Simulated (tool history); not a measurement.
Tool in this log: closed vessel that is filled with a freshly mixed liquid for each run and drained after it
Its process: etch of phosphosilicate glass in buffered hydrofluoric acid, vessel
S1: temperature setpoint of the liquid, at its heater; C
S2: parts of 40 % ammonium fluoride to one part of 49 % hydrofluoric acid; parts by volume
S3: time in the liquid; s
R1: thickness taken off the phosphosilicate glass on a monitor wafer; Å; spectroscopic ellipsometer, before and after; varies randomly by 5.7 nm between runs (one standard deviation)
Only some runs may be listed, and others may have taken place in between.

Run 1, hour 0.0: S1 21.0 C, S2 13.0 parts by volume, S3 85 s. Result: R1 3686.2 Å.
Run 2, hour 3.6: S1 18.0 C, S2 13.0 parts by volume, S3 85 s. Result: R1 3128.1 Å.
Run 3, hour 12.5: S1 21.0 C, S2 12.0 parts by volume, S3 85 s. Result: R1 3934.6 Å.
Run 4, hour 16.5: S1 21.0 C, S2 12.0 parts by volume, S3 85 s. Result: R1 3976.5 Å.
Run 5, hour 19.8: S1 21.0 C, S2 15.0 parts by volume, S3 85 s. Result: R1 3221.6 Å.
Run 6, hour 21.7: S1 23.5 C, S2 13.5 parts by volume, S3 85 s. Result: R1 4032.0 Å.
Run 7, hour 23.7: S1 25.0 C, S2 12.0 parts by volume, S3 85 s. Result: R1 4992.5 Å.
At hour 28.6: hydrofluoric acid flow meter replaced.
Run 8, hour 28.6: S1 26.0 C, S2 11.5 parts by volume, S3 85 s. Result: R1 6034.3 Å.

Run 9 comes next. What will it give?
Run 9, hour 36.2: S1 27.0 C, S2 11.5 parts by volume, S3 85 s. Result: R1 ?.

{"run 9": {"R1": 6478.8}}
